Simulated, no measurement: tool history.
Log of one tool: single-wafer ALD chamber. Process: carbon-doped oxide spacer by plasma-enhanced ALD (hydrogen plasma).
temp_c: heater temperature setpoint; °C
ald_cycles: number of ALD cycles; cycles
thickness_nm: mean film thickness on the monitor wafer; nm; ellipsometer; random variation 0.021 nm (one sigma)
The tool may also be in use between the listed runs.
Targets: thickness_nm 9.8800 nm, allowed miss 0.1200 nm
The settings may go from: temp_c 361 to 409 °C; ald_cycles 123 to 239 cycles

run 1 hour=0.0 | temp_c=385 ald_cycles=181 | thickness_nm=8.9480
run 2 hour=4.1 | temp_c=385 ald_cycles=186 | thickness_nm=9.2000
run 3 hour=5.4 | temp_c=395 ald_cycles=186 | thickness_nm=9.2093
run 4 hour=8.2 | temp_c=395 ald_cycles=189 | thickness_nm=9.3137
run 5 hour=12.4 | temp_c=395 ald_cycles=192 | thickness_nm=9.4895
run 6 hour=21.3 | temp_c=395 ald_cycles=194 | thickness_nm=9.5998
run 7 hour=27.3 | temp_c=395 ald_cycles=195 | thickness_nm=9.6158
run 8 hour=33.1 | temp_c=395 ald_cycles=196 | thickness_nm=9.6849
run 9 hour=39.0 | temp_c=395 ald_cycles=197 | thickness_nm=9.7454

Which of these 5 next moves meets every target?
run A hour=44.9 | temp_c=386 ald_cycles=200 | thickness_nm=?
run B hour=44.9 | temp_c=392 ald_cycles=194 | thickness_nm=?
run C hour=44.9 | temp_c=398 ald_cycles=193 | thickness_nm=?
run D hour=44.9 | temp_c=390 ald_cycles=193 | thickness_nm=?
run E hour=44.9 | temp_c=391 ald_cycles=195 | thickness_nm=?

move=A thickness_nm=9.8841
move=B thickness_nm=9.5876
move=C thickness_nm=9.5382
move=D thickness_nm=9.5382
move=E thickness_nm=9.6370
A: meets every target
B: further off than the last run
C: further off than the last run
D: further off than the last run
E: further off than the last run
Answer: A
